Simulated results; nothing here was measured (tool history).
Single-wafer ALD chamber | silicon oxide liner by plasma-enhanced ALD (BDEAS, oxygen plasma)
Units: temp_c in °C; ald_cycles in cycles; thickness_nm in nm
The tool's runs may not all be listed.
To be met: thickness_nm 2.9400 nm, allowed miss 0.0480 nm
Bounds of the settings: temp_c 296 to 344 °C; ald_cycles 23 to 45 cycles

Run 1, day 0.000: temp_c 320 °C, ald_cycles 34 cycles. Result: thickness_nm 3.2980 nm.
Run 2, day 0.029: temp_c 320 °C, ald_cycles 36 cycles. Result: thickness_nm 3.4856 nm.
Run 3, day 0.146: temp_c 325 °C, ald_cycles 36 cycles. Result: thickness_nm 3.4628 nm.
Run 4, day 0.358: temp_c 332 °C, ald_cycles 36 cycles. Result: thickness_nm 3.4340 nm.
Run 5, day 0.638: temp_c 325 °C, ald_cycles 36 cycles. Result: thickness_nm 3.4597 nm.
Run 6, day 0.825: temp_c 325 °C, ald_cycles 32 cycles. Result: thickness_nm 3.0761 nm.
Run 7, day 1.012: temp_c 326 °C, ald_cycles 32 cycles. Result: thickness_nm 3.0601 nm.
Run 8, day 1.383: temp_c 327 °C, ald_cycles 32 cycles. Result: thickness_nm 3.0625 nm.
Run 9, day 1.667: temp_c 328 °C, ald_cycles 32 cycles. Result: thickness_nm 3.0613 nm.

5 next moves are on the table. One of them brings every result within its allowed miss. Which?
Run A, day 1.950: temp_c 340 °C, ald_cycles 30 cycles. Result: thickness_nm ?.
Run B, day 1.950: temp_c 331 °C, ald_cycles 33 cycles. Result: thickness_nm ?.
Run C, day 1.950: temp_c 333 °C, ald_cycles 31 cycles. Result: thickness_nm ?.
Run D, day 1.950: temp_c 333 °C, ald_cycles 30 cycles. Result: thickness_nm ?.
Run E, day 1.950: temp_c 333 °C, ald_cycles 32 cycles. Result: thickness_nm ?.

move  thickness_nm
   A        2.8322
   B        3.1518
   C        2.9532
   D        2.8579
   E        3.0484
A: takes the result that was furthest off past its target
B: further off than the last run
C: meets every target
D: takes the result that was furthest off past its target
E: nearer than the last run, and not there yet
The right move is C.

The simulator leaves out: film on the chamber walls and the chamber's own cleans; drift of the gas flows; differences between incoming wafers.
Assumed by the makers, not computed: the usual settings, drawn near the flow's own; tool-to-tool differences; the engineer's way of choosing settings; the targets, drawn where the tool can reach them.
